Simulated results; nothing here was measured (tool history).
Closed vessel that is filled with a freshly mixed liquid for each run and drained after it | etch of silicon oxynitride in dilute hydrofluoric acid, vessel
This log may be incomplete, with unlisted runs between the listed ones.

run,hour,temperature setpoint of the liquid (K),parts of water to one part of 49 % hydrofluoric acid (parts by volume),time in the liquid (s),thickness taken off the silicon oxynitride on a monitor wafer (nm)
1,0,298.15,60,640,40.397
2,8,298.15,75,640,31.727
3,10.8,297.15,75,640,30.309
4,13.3,297.15,60,640,38.36
# hour 17.6: hydrofluoric acid flow meter replaced
5,17.6,295.15,60,640,39.682
6,22.8,295.15,65,640,36.531

For run 7, what comes out?
7,24.6,295.15,70,640,?

{"run 7": {"thickness taken off the silicon oxynitride on a monitor wafer (nm)": 33.605}}
